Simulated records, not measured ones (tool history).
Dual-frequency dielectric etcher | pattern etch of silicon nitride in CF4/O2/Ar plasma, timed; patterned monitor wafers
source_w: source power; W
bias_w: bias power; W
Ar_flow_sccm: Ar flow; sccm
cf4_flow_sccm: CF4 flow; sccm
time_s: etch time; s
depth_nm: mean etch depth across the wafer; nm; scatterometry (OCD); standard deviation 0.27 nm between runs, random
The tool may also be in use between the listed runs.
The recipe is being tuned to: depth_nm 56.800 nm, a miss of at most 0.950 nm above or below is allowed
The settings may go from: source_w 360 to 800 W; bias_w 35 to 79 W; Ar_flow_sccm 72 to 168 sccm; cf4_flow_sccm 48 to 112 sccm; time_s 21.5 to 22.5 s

run	hour	source_w	bias_w	Ar_flow_sccm	cf4_flow_sccm	time_s	depth_nm
1	0.0	580	57	120	80	21.5	47.905
2	0.7	590	57	120	80	21.5	48.486
3	5.7	590	57	133	80	21.5	47.681
4	8.1	610	57	133	80	21.5	48.981
5	12.3	620	57	133	80	21.5	49.300
6	19.0	620	57	133	86	21.5	49.682
7	20.1	630	57	133	86	21.5	50.407
8	22.0	640	57	133	86	21.5	50.661
9	27.2	640	57	133	86	21.5	50.891
10	30.1	650	57	133	86	21.5	51.568
11	31.6	650	57	133	86	21.5	51.276
# hour 35.5: Ar flow controller replaced
12	35.5	660	57	133	86	21.5	51.771
13	38.0	670	57	133	86	21.5	52.550
14	40.9	680	57	133	86	21.5	53.281
15	46.3	690	57	133	86	21.5	53.505
16	47.3	700	57	133	86	21.5	53.761
17	55.0	710	57	133	86	21.5	54.780

Which one of the following 4 next-run settings gets every result inside its allowed miss? There is exactly one.
A	62.7	690	56	126	89	21.5	?
B	62.7	630	69	120	75	21.5	?
C	62.7	590	60	126	99	22.0	?
D	62.7	680	57	127	100	22.5	?

move	depth_nm
A	53.702
B	54.676
C	51.602
D	56.996
A: further off than the last run
B: further off than the last run
C: further off than the last run
D: in spec on every target
D is the move that brings every result within its allowed miss.
